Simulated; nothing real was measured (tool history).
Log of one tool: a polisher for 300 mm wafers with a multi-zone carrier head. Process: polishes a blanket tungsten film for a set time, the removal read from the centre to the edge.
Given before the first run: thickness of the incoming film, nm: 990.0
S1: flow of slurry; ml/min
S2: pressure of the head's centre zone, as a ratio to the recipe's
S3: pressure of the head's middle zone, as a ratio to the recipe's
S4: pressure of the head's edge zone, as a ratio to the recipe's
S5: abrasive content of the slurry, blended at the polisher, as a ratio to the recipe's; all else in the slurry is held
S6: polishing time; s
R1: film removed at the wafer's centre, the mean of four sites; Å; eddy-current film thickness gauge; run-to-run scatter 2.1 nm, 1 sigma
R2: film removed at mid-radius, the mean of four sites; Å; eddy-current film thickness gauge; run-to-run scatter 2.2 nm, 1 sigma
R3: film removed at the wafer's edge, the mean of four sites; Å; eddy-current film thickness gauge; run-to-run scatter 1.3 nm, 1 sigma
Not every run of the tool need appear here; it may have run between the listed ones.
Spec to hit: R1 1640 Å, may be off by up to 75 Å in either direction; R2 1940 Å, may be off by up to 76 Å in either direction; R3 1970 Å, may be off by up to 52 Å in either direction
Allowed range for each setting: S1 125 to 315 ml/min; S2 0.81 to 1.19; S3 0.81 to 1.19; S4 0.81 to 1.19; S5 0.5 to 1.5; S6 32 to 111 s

Run 1, hour 0: S1 205 ml/min, S2 1, S3 1, S4 1, S5 1, S6 71 s. Result: R1 2130.3 Å, R2 2062.6 Å, R3 2112.9 Å.
Run 2, hour 6.4: S1 200 ml/min, S2 0.96, S3 1, S4 0.99, S5 1, S6 71 s. Result: R1 1993.6 Å, R2 2064 Å, R3 2106.8 Å.
Run 3, hour 12.7: S1 195 ml/min, S2 0.94, S3 1, S4 0.98, S5 1, S6 71 s. Result: R1 1956.8 Å, R2 2052.9 Å, R3 2071.6 Å.
Run 4, hour 20.3: S1 195 ml/min, S2 0.94, S3 0.91, S4 0.98, S5 1, S6 71 s. Result: R1 2000.9 Å, R2 1933.7 Å, R3 2091.1 Å.
Run 5, hour 29.1: S1 195 ml/min, S2 0.94, S3 0.88, S4 0.98, S5 1, S6 71 s. Result: R1 1948.4 Å, R2 1880.6 Å, R3 2099.5 Å.
Run 6, hour 36.9: S1 190 ml/min, S2 0.91, S3 0.89, S4 0.97, S5 1, S6 71 s. Result: R1 1907.1 Å, R2 1865.3 Å, R3 2092.2 Å.
Run 7, hour 40.4: S1 185 ml/min, S2 0.89, S3 0.92, S4 0.96, S5 1, S6 71 s. Result: R1 1866.4 Å, R2 1924.8 Å, R3 2064.1 Å.
Run 8, hour 41.1: S1 185 ml/min, S2 0.89, S3 0.92, S4 0.96, S5 1, S6 71 s. Result: R1 1823.4 Å, R2 1899.3 Å, R3 2048.1 Å.
Run 9, hour 44: S1 180 ml/min, S2 0.88, S3 0.93, S4 0.95, S5 1, S6 71 s. Result: R1 1866.4 Å, R2 1943.8 Å, R3 2025.7 Å.
Run 10, hour 47.7: S1 180 ml/min, S2 0.87, S3 0.94, S4 0.96, S5 0.95, S6 71 s. Result: R1 1770.8 Å, R2 1924.4 Å, R3 2038.8 Å.
Run 11, hour 52.6: S1 180 ml/min, S2 0.87, S3 0.94, S4 0.96, S5 0.95, S6 71 s. Result: R1 1795.6 Å, R2 1909.9 Å, R3 2006.2 Å.
Run 12, hour 56.8: S1 180 ml/min, S2 0.86, S3 0.95, S4 0.97, S5 0.95, S6 71 s. Result: R1 1743.2 Å, R2 1915.1 Å, R3 2047.1 Å.
Run 13, hour 63.5: S1 175 ml/min, S2 0.85, S3 0.96, S4 0.96, S5 0.95, S6 71 s. Result: R1 1726.4 Å, R2 1962.3 Å, R3 2015.2 Å.

Which single option among these 5 for the next run brings every result within its allowed miss of target? Just one does.
Run A, hour 70.2: S1 215 ml/min, S2 0.93, S3 0.92, S4 0.97, S5 0.9, S6 73 s. Result: R1 ?, R2 ?, R3 ?.
Run B, hour 70.2: S1 165 ml/min, S2 0.81, S3 0.96, S4 1, S5 1.05, S6 70 s. Result: R1 ?, R2 ?, R3 ?.
Run C, hour 70.2: S1 150 ml/min, S2 0.85, S3 1.02, S4 0.97, S5 0.95, S6 70 s. Result: R1 ?, R2 ?, R3 ?.
Run D, hour 70.2: S1 130 ml/min, S2 0.86, S3 0.98, S4 1.15, S5 0.8, S6 69 s. Result: R1 ?, R2 ?, R3 ?.
Run E, hour 70.2: S1 180 ml/min, S2 0.86, S3 0.9, S4 1.05, S5 1, S6 65 s. Result: R1 ?, R2 ?, R3 ?.

move      R1      R2      R3
   A  2010.2  1996.7  2126.6
   B  1647.5  1954.5  2065.5
   C  1654.9  1963.3  1963.7
   D  1528.9  1746.6  1970.6
   E  1637.7  1738.2  1965.2
A: misses by more than the last run did
B: brings the result that was furthest off to its target, and leaves another outside
C: hits every target within its allowed miss
D: takes the result that was furthest off past its target
E: brings the result that was furthest off to its target, and leaves another outside
So the answer is move C, the one that meets all the targets.
